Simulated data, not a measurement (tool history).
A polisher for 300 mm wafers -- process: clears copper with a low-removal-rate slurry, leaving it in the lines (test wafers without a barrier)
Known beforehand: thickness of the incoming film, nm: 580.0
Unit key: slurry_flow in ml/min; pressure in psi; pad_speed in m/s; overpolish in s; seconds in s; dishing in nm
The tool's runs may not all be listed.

run  hour  slurry_flow  pressure  pad_speed  slurry_solids  overpolish  seconds  dishing
  1   0.0          220       2.9       1.18            1.0          21   150.99  53.8300
  2   5.7          220       2.9       1.44            1.0          21   127.20  62.3360
  3   7.9          220       2.5       1.22            1.0          17   170.78  41.6860
  4  12.4          220       2.5       1.22            1.0           8   170.63  21.2070
  5  13.5          190       2.5       1.22            1.0           8   175.98  20.6340
  6  17.6          180       2.2       1.10            1.0           8   223.06  16.4600
     26.5  -- head pressure recalibrated
  7  26.5          170       2.0       1.06            1.0           9   267.21  15.4330
  8  29.1          135       1.3       1.02            1.0           9   436.08   9.8003
  9  35.7          145       1.3       1.02            1.0           9   432.68   9.8339
 10  42.4          160       1.3       1.02            1.0           9   421.81  10.1610
 11  49.6          170       1.3       1.02            1.0           9   419.56  10.1570

Predict the results of run 12:
 12  57.8          180       1.3       1.02            1.0           9        ?        ?

seconds: 417.97 s
dishing: 10.0670 nm

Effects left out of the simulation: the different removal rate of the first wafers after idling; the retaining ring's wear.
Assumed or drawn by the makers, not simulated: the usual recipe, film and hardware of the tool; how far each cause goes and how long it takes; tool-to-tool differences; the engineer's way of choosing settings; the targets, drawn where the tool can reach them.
